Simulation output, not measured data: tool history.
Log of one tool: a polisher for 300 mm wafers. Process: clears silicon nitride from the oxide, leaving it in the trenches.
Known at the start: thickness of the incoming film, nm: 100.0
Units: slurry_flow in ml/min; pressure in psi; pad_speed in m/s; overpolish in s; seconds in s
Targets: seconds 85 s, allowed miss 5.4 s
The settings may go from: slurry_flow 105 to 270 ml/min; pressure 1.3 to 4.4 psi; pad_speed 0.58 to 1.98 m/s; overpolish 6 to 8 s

run    day  slurry_flow  pressure  pad_speed  overpolish  seconds
  1      0          175       2.8       1.28           8   123.07
  2  0.217          175       2.8       1.28           8   124.77
  3  0.538          175       2.8       0.98           8   159.15
  4  0.804          175       2.5       0.98           8    173.4
  5  1.175          175         3       1.04           8    137.5
  6  1.225          175       3.3       1.06           8   126.12
  7  1.517          175       3.6       1.08           8   114.65
  8  1.562          175       3.8        1.1           8   103.56
  9  1.858          175       3.9        1.1           8   106.41
 10  2.142          175         4       1.14           8   98.517
 11  2.433          175       4.1       1.16           8    94.84

Which of these 4 next moves meets every target?
  A  2.725          150         4          1           6        ?
  B  2.725          125       3.4       1.24           6        ?
  C  2.725          195       4.1       0.94           6        ?
  D  2.725          210       4.3       1.18           6        ?

move  seconds
   A   111.31
   B   109.15
   C   111.21
   D   84.492
A: further off than the last run
B: further off than the last run
C: further off than the last run
D: meets every target
Move D is the one to make.
